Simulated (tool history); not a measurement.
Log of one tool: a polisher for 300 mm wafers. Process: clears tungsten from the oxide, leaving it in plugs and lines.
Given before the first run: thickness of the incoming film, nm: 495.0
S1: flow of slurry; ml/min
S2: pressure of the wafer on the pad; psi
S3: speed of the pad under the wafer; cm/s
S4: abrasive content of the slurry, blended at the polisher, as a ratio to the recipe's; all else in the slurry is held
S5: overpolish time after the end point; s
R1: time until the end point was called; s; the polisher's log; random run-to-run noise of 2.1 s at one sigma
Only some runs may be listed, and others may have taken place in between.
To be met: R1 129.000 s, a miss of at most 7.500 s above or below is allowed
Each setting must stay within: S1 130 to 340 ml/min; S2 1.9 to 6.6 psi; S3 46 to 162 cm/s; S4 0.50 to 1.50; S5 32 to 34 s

Run 1, day 0.000: S1 220 ml/min, S2 4.2 psi, S3 104 cm/s, S4 1.00, S5 32 s. Result: R1 96.445 s.
Run 2, day 0.350: S1 220 ml/min, S2 4.1 psi, S3 104 cm/s, S4 1.00, S5 32 s. Result: R1 96.928 s.
Run 3, day 0.604: S1 220 ml/min, S2 4.1 psi, S3 120 cm/s, S4 1.00, S5 32 s. Result: R1 86.566 s.
Run 4, day 0.692: S1 220 ml/min, S2 3.9 psi, S3 120 cm/s, S4 1.00, S5 32 s. Result: R1 89.906 s.
Run 5, day 0.775: S1 220 ml/min, S2 3.7 psi, S3 120 cm/s, S4 1.00, S5 32 s. Result: R1 97.440 s.
Run 6, day 1.092: S1 220 ml/min, S2 3.6 psi, S3 120 cm/s, S4 1.00, S5 32 s. Result: R1 100.730 s.
Run 7, day 1.304: S1 220 ml/min, S2 3.5 psi, S3 120 cm/s, S4 1.00, S5 32 s. Result: R1 101.140 s.
Run 8, day 1.529: S1 220 ml/min, S2 2.4 psi, S3 116 cm/s, S4 1.00, S5 32 s. Result: R1 150.010 s.
Run 9, day 1.892: S1 220 ml/min, S2 2.5 psi, S3 116 cm/s, S4 1.00, S5 32 s. Result: R1 143.860 s.

Below are 4 possible settings for the next run. Only one of them brings all results inside the allowed miss of their targets. Which is it?
Run A, day 2.254: S1 245 ml/min, S2 2.8 psi, S3 136 cm/s, S4 1.00, S5 32 s. Result: R1 ?.
Run B, day 2.254: S1 235 ml/min, S2 2.4 psi, S3 112 cm/s, S4 0.90, S5 32 s. Result: R1 ?.
Run C, day 2.254: S1 235 ml/min, S2 2.6 psi, S3 126 cm/s, S4 1.05, S5 34 s. Result: R1 ?.
Run D, day 2.254: S1 245 ml/min, S2 2.5 psi, S3 100 cm/s, S4 1.20, S5 33 s. Result: R1 ?.

move       R1
   A  112.360
   B  154.970
   C  127.060
   D  151.470
A: pushes the last run's worst result past its target
B: the biggest miss grows against the last run
C: every result within its allowed miss
D: the biggest miss grows against the last run
Move C is the one to make.
